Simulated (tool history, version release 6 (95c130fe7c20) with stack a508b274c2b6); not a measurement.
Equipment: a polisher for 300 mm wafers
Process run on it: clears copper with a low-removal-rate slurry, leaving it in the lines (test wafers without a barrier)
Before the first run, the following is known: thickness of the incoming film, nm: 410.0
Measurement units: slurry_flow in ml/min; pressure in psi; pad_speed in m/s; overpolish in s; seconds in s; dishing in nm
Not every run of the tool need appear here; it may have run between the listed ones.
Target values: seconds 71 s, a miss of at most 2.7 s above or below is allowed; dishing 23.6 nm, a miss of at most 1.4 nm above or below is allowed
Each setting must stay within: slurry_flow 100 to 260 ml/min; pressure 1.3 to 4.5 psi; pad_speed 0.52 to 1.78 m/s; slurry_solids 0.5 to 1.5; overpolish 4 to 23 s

{"run": 1, "hour": 0.0, "slurry_flow": 165, "pressure": 2.9, "pad_speed": 1.14, "slurry_solids": 1, "overpolish": 12, "seconds": 130.64, "dishing": 24.787}
{"run": 2, "hour": 7.5, "slurry_flow": 170, "pressure": 3.4, "pad_speed": 1.16, "slurry_solids": 1, "overpolish": 10, "seconds": 109.37, "dishing": 25.471}
{"run": 3, "hour": 8.3, "slurry_flow": 170, "pressure": 4, "pad_speed": 1.16, "slurry_solids": 1, "overpolish": 10, "seconds": 94.173, "dishing": 27.912}
{"run": 4, "hour": 10.3, "slurry_flow": 175, "pressure": 4.1, "pad_speed": 1.2, "slurry_solids": 1, "overpolish": 8, "seconds": 88.18, "dishing": 24.658}
{"run": 5, "hour": 11.3, "slurry_flow": 175, "pressure": 4.1, "pad_speed": 1.2, "slurry_solids": 1, "overpolish": 13, "seconds": 88.879, "dishing": 35.443}
{"run": 6, "hour": 13.9, "slurry_flow": 150, "pressure": 4.1, "pad_speed": 1.2, "slurry_solids": 1, "overpolish": 13, "seconds": 92.566, "dishing": 34.206}
{"run": 7, "hour": 21.9, "slurry_flow": 200, "pressure": 4.5, "pad_speed": 1.28, "slurry_solids": 1, "overpolish": 7, "seconds": 74.68, "dishing": 26.503}
{"run": 8, "hour": 23.0, "slurry_flow": 205, "pressure": 4.5, "pad_speed": 1.36, "slurry_solids": 1, "overpolish": 4, "seconds": 69.052, "dishing": 17.786}
{"run": 9, "hour": 26.9, "slurry_flow": 210, "pressure": 4.5, "pad_speed": 1.34, "slurry_solids": 1.05, "overpolish": 5, "seconds": 69.656, "dishing": 20.567}

Below are 5 possible settings for the next run. Only one of them brings all results inside the allowed miss of their targets. Which is it?
{"run": "A", "hour": 30.8, "slurry_flow": 185, "pressure": 3.8, "pad_speed": 1.62, "slurry_solids": 1.15, "overpolish": 4, "seconds": "?", "dishing": "?"}
{"run": "B", "hour": 30.8, "slurry_flow": 205, "pressure": 4.4, "pad_speed": 1.36, "slurry_solids": 1.05, "overpolish": 6, "seconds": "?", "dishing": "?"}
{"run": "C", "hour": 30.8, "slurry_flow": 250, "pressure": 4.2, "pad_speed": 1.36, "slurry_solids": 1.05, "overpolish": 4, "seconds": "?", "dishing": "?"}
{"run": "D", "hour": 30.8, "slurry_flow": 195, "pressure": 4.3, "pad_speed": 1.4, "slurry_solids": 1.15, "overpolish": 4, "seconds": "?", "dishing": "?"}
{"run": "E", "hour": 30.8, "slurry_flow": 200, "pressure": 4.5, "pad_speed": 1.42, "slurry_solids": 1.05, "overpolish": 6, "seconds": "?", "dishing": "?"}

move=A seconds=67.981 dishing=17.403
move=B seconds=70.018 dishing=23.7
move=C seconds=70.819 dishing=16.852
move=D seconds=69.146 dishing=17.206
move=E seconds=66.027 dishing=24.817
A: misses by more than the last run did
B: all results land within tolerance of their targets
C: misses by more than the last run did
D: misses by more than the last run did
E: the worst result of the last run now meets its target, but another is out of spec
Go with B: it meets all targets.
